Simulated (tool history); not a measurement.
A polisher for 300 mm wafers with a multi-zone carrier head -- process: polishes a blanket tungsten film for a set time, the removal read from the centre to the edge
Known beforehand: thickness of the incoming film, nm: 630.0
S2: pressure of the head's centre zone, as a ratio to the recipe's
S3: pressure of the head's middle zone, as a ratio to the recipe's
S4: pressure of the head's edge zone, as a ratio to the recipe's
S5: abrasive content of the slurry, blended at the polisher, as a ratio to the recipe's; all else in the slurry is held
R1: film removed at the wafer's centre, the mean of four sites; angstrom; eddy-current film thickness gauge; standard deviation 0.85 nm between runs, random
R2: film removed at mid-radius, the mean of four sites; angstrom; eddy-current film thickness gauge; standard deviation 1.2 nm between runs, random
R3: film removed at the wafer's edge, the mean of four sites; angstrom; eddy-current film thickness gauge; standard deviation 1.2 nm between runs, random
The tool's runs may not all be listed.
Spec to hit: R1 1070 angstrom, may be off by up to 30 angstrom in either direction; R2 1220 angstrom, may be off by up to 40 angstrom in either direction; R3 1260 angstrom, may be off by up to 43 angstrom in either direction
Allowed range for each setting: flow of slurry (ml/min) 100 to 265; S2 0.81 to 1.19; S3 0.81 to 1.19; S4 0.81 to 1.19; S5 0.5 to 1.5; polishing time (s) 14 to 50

{"run": 1, "hour": 0.0, "flow of slurry (ml/min)": 170, "S2": 1, "S3": 1, "S4": 1, "S5": 1, "polishing time (s)": 32, "R1": 1293.5, "R2": 1261.1, "R3": 1269.4}
{"run": 2, "hour": 6.3, "flow of slurry (ml/min)": 165, "S2": 0.98, "S3": 1, "S4": 1.01, "S5": 1, "polishing time (s)": 32, "R1": 1252.6, "R2": 1263.6, "R3": 1257.4}
{"run": 3, "hour": 11.6, "flow of slurry (ml/min)": 165, "S2": 0.98, "S3": 1, "S4": 1.01, "S5": 1.2, "polishing time (s)": 32, "R1": 1309.4, "R2": 1325.4, "R3": 1321.2}
{"run": 4, "hour": 19.2, "flow of slurry (ml/min)": 160, "S2": 0.96, "S3": 0.99, "S4": 1.01, "S5": 1.2, "polishing time (s)": 32, "R1": 1258.8, "R2": 1293.3, "R3": 1306.7}
{"run": 5, "hour": 22.8, "flow of slurry (ml/min)": 155, "S2": 0.95, "S3": 0.99, "S4": 1.01, "S5": 1.2, "polishing time (s)": 32, "R1": 1253.7, "R2": 1278.6, "R3": 1313.5}
{"run": 6, "hour": 23.8, "flow of slurry (ml/min)": 180, "S2": 0.95, "S3": 0.99, "S4": 1.01, "S5": 1.2, "polishing time (s)": 32, "R1": 1295.5, "R2": 1348.4, "R3": 1343.7}
{"run": 7, "hour": 30.2, "flow of slurry (ml/min)": 170, "S2": 0.94, "S3": 0.99, "S4": 1.01, "S5": 1.2, "polishing time (s)": 32, "R1": 1279.3, "R2": 1303.2, "R3": 1318.1}
{"run": 8, "hour": 33.9, "flow of slurry (ml/min)": 170, "S2": 0.94, "S3": 0.99, "S4": 1.01, "S5": 1.2, "polishing time (s)": 32, "R1": 1265.4, "R2": 1338, "R3": 1323.5}
{"run": 9, "hour": 38.0, "flow of slurry (ml/min)": 160, "S2": 0.93, "S3": 0.99, "S4": 1.01, "S5": 1.2, "polishing time (s)": 32, "R1": 1233.1, "R2": 1324.6, "R3": 1321.2}
{"run": 10, "hour": 45.6, "flow of slurry (ml/min)": 155, "S2": 0.92, "S3": 0.98, "S4": 1.01, "S5": 1.2, "polishing time (s)": 32, "R1": 1219.7, "R2": 1286.1, "R3": 1290.2}

Exactly one of the 4 candidate moves below puts every result within its allowed miss. Which one?
{"run": "A", "hour": 53.2, "flow of slurry (ml/min)": 160, "S2": 0.86, "S3": 1, "S4": 1.04, "S5": 1.2, "polishing time (s)": 33, "R1": "?", "R2": "?", "R3": "?"}
{"run": "B", "hour": 53.2, "flow of slurry (ml/min)": 150, "S2": 0.87, "S3": 0.99, "S4": 1.06, "S5": 1.25, "polishing time (s)": 30, "R1": "?", "R2": "?", "R3": "?"}
{"run": "C", "hour": 53.2, "flow of slurry (ml/min)": 130, "S2": 0.82, "S3": 0.94, "S4": 1.12, "S5": 1.35, "polishing time (s)": 30, "R1": "?", "R2": "?", "R3": "?"}
{"run": "D", "hour": 53.2, "flow of slurry (ml/min)": 160, "S2": 0.9, "S3": 0.99, "S4": 1.06, "S5": 1.15, "polishing time (s)": 31, "R1": "?", "R2": "?", "R3": "?"}

move=A R1=1188.1 R2=1353.1 R3=1394.6
move=B R1=1088 R2=1216.3 R3=1279.8
move=C R1=1008.6 R2=1150.9 R3=1309.2
move=D R1=1157.1 R2=1247.9 R3=1308.8
A: moves toward the targets from the last run without getting all of them in spec
B: every result lands within tolerance
C: the result that was furthest off in the last run now lies on the other side of its target
D: moves toward the targets from the last run without getting all of them in spec
The move that meets every target is B.
